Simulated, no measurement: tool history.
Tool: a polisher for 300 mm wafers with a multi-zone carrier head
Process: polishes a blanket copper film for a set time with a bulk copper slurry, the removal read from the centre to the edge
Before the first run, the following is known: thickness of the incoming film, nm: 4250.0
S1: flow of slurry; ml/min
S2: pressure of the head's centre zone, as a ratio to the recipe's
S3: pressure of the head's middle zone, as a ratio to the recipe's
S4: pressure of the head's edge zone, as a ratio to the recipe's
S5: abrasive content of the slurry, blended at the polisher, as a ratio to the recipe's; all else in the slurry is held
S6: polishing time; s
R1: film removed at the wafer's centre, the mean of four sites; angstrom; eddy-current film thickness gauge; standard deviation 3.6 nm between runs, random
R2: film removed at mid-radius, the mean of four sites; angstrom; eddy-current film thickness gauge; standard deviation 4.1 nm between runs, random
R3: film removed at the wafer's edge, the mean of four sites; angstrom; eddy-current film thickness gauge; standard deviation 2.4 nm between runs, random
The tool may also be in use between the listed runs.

run  hour   S1    S2    S3    S4    S5  S6      R1      R2      R3
  1     0  245     1     1     1     1  37  2997.4  2932.8  3078.2
  2   2.4  210     1     1     1     1  37  2928.7  2959.7  3083.4
  3   8.9  210  1.08     1     1     1  37  3261.6  2927.9  3016.6
  4  16.5  240  1.08     1     1     1  37  3265.3    3039  3072.8
  5  17.3  240  1.04  1.03  0.97  0.95  37  3090.2    2953  3021.5
  6  18.9  240  1.04  1.03  0.89  0.95  37  3122.9  3046.7  2908.3

Predict the results of run 7:
       20  -- slurry nozzle cleaned
  7    20  235  1.01  1.05  0.87  0.9  37   ?   ?   ?

{"run 7": {"R1": 3046.1, "R2": 3186.5, "R3": 2955.8}}
